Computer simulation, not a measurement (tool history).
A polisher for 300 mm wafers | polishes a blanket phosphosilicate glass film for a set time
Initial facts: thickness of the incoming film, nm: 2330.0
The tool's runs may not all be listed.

run	day	flow of slurry (ml/min)	pressure of the wafer on the pad (kPa)	speed of the pad under the wafer (cm/s)	abrasive content of the slurry	polishing time (s)	film removed (Å)
1	0	180	29	82	1	24	1900.1
2	0.221	180	29	82	0.8	24	1632.9
3	0.408	185	29.6	82	0.8	24	1667.2
4	0.625	185	30.3	82	0.8	24	1717.1
5	0.988	185	31	82	0.8	24	1754.4
6	1.079	185	31	82	0.6	24	1372.6
7	1.404	190	32.4	82	0.6	24	1415.4
8	1.55	190	33.8	84	0.6	24	1501.2
9	1.779	190	35.2	86	0.6	24	1576.9
10	2.067	190	36.5	88	0.6	24	1654.4

Expected results for the next run?
11	2.317	190	37.2	90	0.6	24	?

Run 11 came out at film removed (Å) 1721.8.
